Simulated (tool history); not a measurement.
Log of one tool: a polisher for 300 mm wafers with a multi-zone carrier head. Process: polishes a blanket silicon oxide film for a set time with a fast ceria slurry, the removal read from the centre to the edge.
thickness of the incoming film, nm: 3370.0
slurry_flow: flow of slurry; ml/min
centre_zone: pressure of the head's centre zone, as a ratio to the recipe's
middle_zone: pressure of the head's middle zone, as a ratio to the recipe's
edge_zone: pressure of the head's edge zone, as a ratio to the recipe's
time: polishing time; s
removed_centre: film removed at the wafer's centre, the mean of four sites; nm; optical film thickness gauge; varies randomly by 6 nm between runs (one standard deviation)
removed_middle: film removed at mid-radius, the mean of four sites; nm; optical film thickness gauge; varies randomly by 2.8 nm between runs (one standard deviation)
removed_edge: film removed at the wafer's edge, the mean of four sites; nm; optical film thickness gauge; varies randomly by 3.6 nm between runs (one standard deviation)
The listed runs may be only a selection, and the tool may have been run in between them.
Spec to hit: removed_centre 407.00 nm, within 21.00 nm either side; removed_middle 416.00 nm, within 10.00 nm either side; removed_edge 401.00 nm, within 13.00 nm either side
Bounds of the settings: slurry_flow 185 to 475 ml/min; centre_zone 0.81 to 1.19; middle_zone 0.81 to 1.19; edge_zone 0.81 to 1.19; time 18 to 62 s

run 1 hour=0.0 | slurry_flow=305 centre_zone=1.00 middle_zone=1.00 edge_zone=1.00 time=40 | removed_centre=597.17 removed_middle=614.90 removed_edge=597.84
run 2 hour=8.3 | slurry_flow=305 centre_zone=1.00 middle_zone=1.00 edge_zone=1.08 time=40 | removed_centre=591.26 removed_middle=621.53 removed_edge=608.35
run 3 hour=14.8 | slurry_flow=305 centre_zone=1.00 middle_zone=1.00 edge_zone=1.05 time=35 | removed_centre=522.91 removed_middle=543.80 removed_edge=536.45
run 4 hour=18.7 | slurry_flow=305 centre_zone=1.00 middle_zone=0.91 edge_zone=1.05 time=35 | removed_centre=524.32 removed_middle=501.39 removed_edge=540.70
run 5 hour=20.1 | slurry_flow=305 centre_zone=1.00 middle_zone=0.94 edge_zone=1.01 time=32 | removed_centre=482.29 removed_middle=472.88 removed_edge=486.94
run 6 hour=23.7 | slurry_flow=305 centre_zone=0.99 middle_zone=0.95 edge_zone=0.97 time=31 | removed_centre=460.09 removed_middle=464.84 removed_edge=463.26
run 7 hour=29.5 | slurry_flow=285 centre_zone=0.95 middle_zone=0.89 edge_zone=0.87 time=28 | removed_centre=389.97 removed_middle=391.11 removed_edge=399.07
run 8 hour=34.1 | slurry_flow=300 centre_zone=0.96 middle_zone=0.90 edge_zone=0.87 time=28 | removed_centre=404.37 removed_middle=398.24 removed_edge=399.22
run 9 hour=38.8 | slurry_flow=305 centre_zone=0.96 middle_zone=0.91 edge_zone=0.87 time=28 | removed_centre=402.07 removed_middle=404.24 removed_edge=402.04

Exactly one of the 5 candidate moves below puts every result within its allowed miss. Which one?
run A hour=43.5 | slurry_flow=295 centre_zone=1.14 middle_zone=1.07 edge_zone=0.81 time=27 | removed_centre=? removed_middle=? removed_edge=?
run B hour=43.5 | slurry_flow=280 centre_zone=1.00 middle_zone=0.95 edge_zone=0.90 time=27 | removed_centre=? removed_middle=? removed_edge=?
run C hour=43.5 | slurry_flow=345 centre_zone=1.12 middle_zone=0.98 edge_zone=0.81 time=28 | removed_centre=? removed_middle=? removed_edge=?
run D hour=43.5 | slurry_flow=415 centre_zone=0.96 middle_zone=0.95 edge_zone=0.87 time=27 | removed_centre=? removed_middle=? removed_edge=?
run E hour=43.5 | slurry_flow=225 centre_zone=0.99 middle_zone=0.87 edge_zone=0.90 time=29 | removed_centre=? removed_middle=? removed_edge=?

move=A removed_centre=443.22 removed_middle=443.58 removed_edge=381.64
move=B removed_centre=391.92 removed_middle=398.12 removed_edge=389.61
move=C removed_centre=463.36 removed_middle=436.43 removed_edge=402.75
move=D removed_centre=400.54 removed_middle=419.08 removed_edge=401.52
move=E removed_centre=398.89 removed_middle=381.91 removed_edge=406.85
A: takes the biggest miss from the last run beyond its target
B: further off than the last run
C: takes the biggest miss from the last run beyond its target
D: every result within its allowed miss
E: further off than the last run
The move that meets every target is D.
